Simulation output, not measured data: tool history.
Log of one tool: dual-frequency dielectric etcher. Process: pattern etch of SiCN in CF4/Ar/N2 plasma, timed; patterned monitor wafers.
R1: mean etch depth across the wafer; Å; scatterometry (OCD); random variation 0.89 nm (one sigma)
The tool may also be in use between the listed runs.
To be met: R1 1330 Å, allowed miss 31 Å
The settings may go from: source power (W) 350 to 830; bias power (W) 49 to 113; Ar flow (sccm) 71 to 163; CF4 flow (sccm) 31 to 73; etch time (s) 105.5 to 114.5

Run 1, hour 0: source power (W) 590, bias power (W) 81, Ar flow (sccm) 117, CF4 flow (sccm) 52, etch time (s) 114.5. Result: R1 1138.9 Å.
Run 2, hour 2.5: source power (W) 590, bias power (W) 74, Ar flow (sccm) 117, CF4 flow (sccm) 52, etch time (s) 114.5. Result: R1 1114.3 Å.
Run 3, hour 3.5: source power (W) 590, bias power (W) 74, Ar flow (sccm) 117, CF4 flow (sccm) 44, etch time (s) 114.5. Result: R1 1086.9 Å.
Run 4, hour 6.8: source power (W) 690, bias power (W) 74, Ar flow (sccm) 117, CF4 flow (sccm) 44, etch time (s) 114.5. Result: R1 1230.8 Å.
Run 5, hour 14.9: source power (W) 580, bias power (W) 74, Ar flow (sccm) 117, CF4 flow (sccm) 44, etch time (s) 114.5. Result: R1 1066.9 Å.
Run 6, hour 21.6: source power (W) 580, bias power (W) 74, Ar flow (sccm) 117, CF4 flow (sccm) 40, etch time (s) 114.5. Result: R1 1056.5 Å.
Run 7, hour 26.1: source power (W) 600, bias power (W) 74, Ar flow (sccm) 117, CF4 flow (sccm) 40, etch time (s) 114.5. Result: R1 1066.7 Å.
Run 8, hour 34.3: source power (W) 620, bias power (W) 74, Ar flow (sccm) 117, CF4 flow (sccm) 40, etch time (s) 114.5. Result: R1 1117.5 Å.

4 next moves are on the table. One of them brings every result within its allowed miss. Which?
Run A, hour 42.5: source power (W) 660, bias power (W) 75, Ar flow (sccm) 119, CF4 flow (sccm) 39, etch time (s) 114.5. Result: R1 ?.
Run B, hour 42.5: source power (W) 780, bias power (W) 86, Ar flow (sccm) 98, CF4 flow (sccm) 41, etch time (s) 108.5. Result: R1 ?.
Run C, hour 42.5: source power (W) 720, bias power (W) 87, Ar flow (sccm) 107, CF4 flow (sccm) 42, etch time (s) 111.5. Result: R1 ?.
Run D, hour 42.5: source power (W) 760, bias power (W) 75, Ar flow (sccm) 115, CF4 flow (sccm) 43, etch time (s) 107.5. Result: R1 ?.

move      R1
   A  1168.9
   B  1395.4
   C  1331.4
   D  1258.5
A: nearer than the last run, and not there yet
B: takes the result that was furthest off past its target
C: meets every target
D: nearer than the last run, and not there yet
The right move is C.
